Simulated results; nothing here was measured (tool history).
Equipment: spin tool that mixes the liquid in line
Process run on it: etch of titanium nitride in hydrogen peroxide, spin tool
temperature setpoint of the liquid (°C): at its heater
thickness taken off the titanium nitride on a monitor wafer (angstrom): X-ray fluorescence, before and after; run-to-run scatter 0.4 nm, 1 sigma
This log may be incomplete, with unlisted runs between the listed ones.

run,hour,temperature setpoint of the liquid (°C),concentration of hydrogen peroxide in the mixed liquid (% by weight),time under the liquid (s),thickness taken off the titanium nitride on a monitor wafer (angstrom)
1,0.0,55.0,23,265,316.70
2,7.2,55.0,23,265,314.06
3,13.7,56.5,23,265,345.31
4,16.5,56.5,23,265,346.77
5,22.8,56.5,23,265,350.90
6,24.8,57.5,23,265,372.28
7,31.8,65.0,23,265,614.96

Run 8 is up next; what results do you expect?
8,34.6,64.5,23,265,?

thickness taken off the titanium nitride on a monitor wafer (angstrom): 596.39

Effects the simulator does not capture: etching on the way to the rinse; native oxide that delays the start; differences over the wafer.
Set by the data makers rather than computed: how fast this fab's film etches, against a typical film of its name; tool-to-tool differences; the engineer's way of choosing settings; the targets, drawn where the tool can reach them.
